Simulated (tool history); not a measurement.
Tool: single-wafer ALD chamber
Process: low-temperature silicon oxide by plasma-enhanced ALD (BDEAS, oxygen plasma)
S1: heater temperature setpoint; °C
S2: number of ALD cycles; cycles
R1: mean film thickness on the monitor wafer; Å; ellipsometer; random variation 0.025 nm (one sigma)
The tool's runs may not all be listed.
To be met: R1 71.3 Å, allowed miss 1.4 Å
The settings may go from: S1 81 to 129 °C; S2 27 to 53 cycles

run 1 hour=0 | S1=105 S2=40 | R1=59.06
run 2 hour=3.8 | S1=113 S2=40 | R1=58.704
run 3 hour=11.8 | S1=113 S2=43 | R1=62.81
run 4 hour=16.9 | S1=113 S2=45 | R1=65.697
run 5 hour=23.5 | S1=123 S2=45 | R1=64.941
run 6 hour=32.3 | S1=123 S2=46 | R1=66.061
run 7 hour=37.4 | S1=122 S2=47 | R1=67.965
run 8 hour=42.1 | S1=122 S2=48 | R1=69.297

4 next moves are on the table. One of them brings every result within its allowed miss. Which?
run A hour=46.8 | S1=120 S2=52 | R1=?
run B hour=46.8 | S1=128 S2=52 | R1=?
run C hour=46.8 | S1=129 S2=50 | R1=?
run D hour=46.8 | S1=112 S2=46 | R1=?

move=A R1=74.813
move=B R1=73.83
move=C R1=70.872
move=D R1=67.05
A: takes the result that was furthest off past its target
B: takes the result that was furthest off past its target
C: meets every target
D: further off than the last run
The right move is C.

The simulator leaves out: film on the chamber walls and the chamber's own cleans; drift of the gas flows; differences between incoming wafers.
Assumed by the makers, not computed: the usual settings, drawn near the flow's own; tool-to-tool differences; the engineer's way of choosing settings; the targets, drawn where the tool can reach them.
